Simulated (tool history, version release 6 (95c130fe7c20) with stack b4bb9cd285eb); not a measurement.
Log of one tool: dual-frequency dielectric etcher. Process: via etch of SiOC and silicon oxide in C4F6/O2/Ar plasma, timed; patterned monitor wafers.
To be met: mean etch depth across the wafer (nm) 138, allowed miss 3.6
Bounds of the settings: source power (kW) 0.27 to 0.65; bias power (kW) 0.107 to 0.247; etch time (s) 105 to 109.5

run,day,source power (kW),bias power (kW),etch time (s),mean etch depth across the wafer (nm)
1,0,0.46,0.177,105,124.97
2,0.258,0.48,0.18,105,127.79
3,0.488,0.5,0.182,105,130
4,0.742,0.51,0.184,105,130.44
5,0.942,0.45,0.184,105,125.42
6,1.271,0.47,0.188,105,128.41
7,1.4,0.49,0.191,105,130.59
8,1.504,0.5,0.193,105,131.51
9,1.879,0.51,0.195,105,133.71

Which of these 4 next moves meets every target?
A,2.254,0.48,0.18,107.5,?
B,2.254,0.45,0.213,108,?
C,2.254,0.49,0.183,105,?
D,2.254,0.49,0.19,105,?

move,mean etch depth across the wafer (nm)
A,130.12
B,137.05
C,128.77
D,130.71
A: further off than the last run
B: meets every target
C: further off than the last run
D: further off than the last run
The right move is B.

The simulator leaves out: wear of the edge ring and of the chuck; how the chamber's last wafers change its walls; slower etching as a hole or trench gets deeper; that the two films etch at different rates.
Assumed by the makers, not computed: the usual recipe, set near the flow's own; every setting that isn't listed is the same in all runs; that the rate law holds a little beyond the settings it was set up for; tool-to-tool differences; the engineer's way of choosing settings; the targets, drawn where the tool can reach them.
